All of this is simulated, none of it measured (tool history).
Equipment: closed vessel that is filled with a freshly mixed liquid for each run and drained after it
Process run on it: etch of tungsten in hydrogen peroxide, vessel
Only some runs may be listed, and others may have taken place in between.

run	day	temperature setpoint of the liquid (°C)	concentration of hydrogen peroxide in the mixed liquid (% by weight)	time in the liquid (s)	thickness taken off the tungsten on a monitor wafer (nm)
1	0	54	22	95	294.98
2	0.158	56	22	95	333.71
3	0.525	57.5	22	95	362.51
4	0.704	58.5	22	95	384.86
5	1.029	54.5	22	95	306.05
6	1.362	56.5	22	95	339.66
7	1.433	58	22	95	371.4
8	1.683	59	22	95	394.21

The next listed run, before its measurement:
9	1.729	59.5	22	95	?

{"run 9": {"thickness taken off the tungsten on a monitor wafer (nm)": 402.44}}
